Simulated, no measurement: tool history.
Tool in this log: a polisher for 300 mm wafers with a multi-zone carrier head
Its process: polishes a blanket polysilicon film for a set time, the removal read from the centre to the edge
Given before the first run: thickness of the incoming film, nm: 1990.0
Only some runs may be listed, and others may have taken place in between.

run,hour,flow of slurry (ml/min),pressure of the head's centre zone,pressure of the head's middle zone,pressure of the head's edge zone,polishing time (s),film removed at the wafer's centre (Å),film removed at mid-radius (Å),film removed at the wafer's edge (Å)
1,0,255,1,1,1,78,5357.9,5540.6,5442.5
2,0.8,255,1,1,1,68,4593.8,4832.5,4636.7
3,8.8,255,1,1,0.96,68,4669.4,4816,4582.1
4,10.7,255,1,1.04,0.96,68,4610.4,5008.2,4590.6
5,18.4,255,1.08,1.04,0.96,68,5021.1,4911.8,4597.3
# hour 20: worn pad replaced by a new one
6,20,255,1.08,1.04,0.96,80,6591.6,6422.2,5959.9
7,21.2,250,1.09,1.03,0.94,79,6505.2,6307.6,5868.3
8,25.4,260,1.11,1.03,0.94,78,6549.3,6265.8,5743.1
9,27.1,260,1.12,1.02,0.93,77,6509.3,6186.7,5731.9
10,29.3,245,1.13,1.02,0.93,77,6633.2,6041.9,5752.2
11,33.7,245,1.14,1.02,0.92,76,6557.5,5962.4,5700.8

What will run 12 give?
12,35.8,255,1.15,1.01,0.91,75,?,?,?

Run 12 produced film removed at the wafer's centre (Å) 6401, film removed at mid-radius (Å) 5920.4, film removed at the wafer's edge (Å) 5550.5.
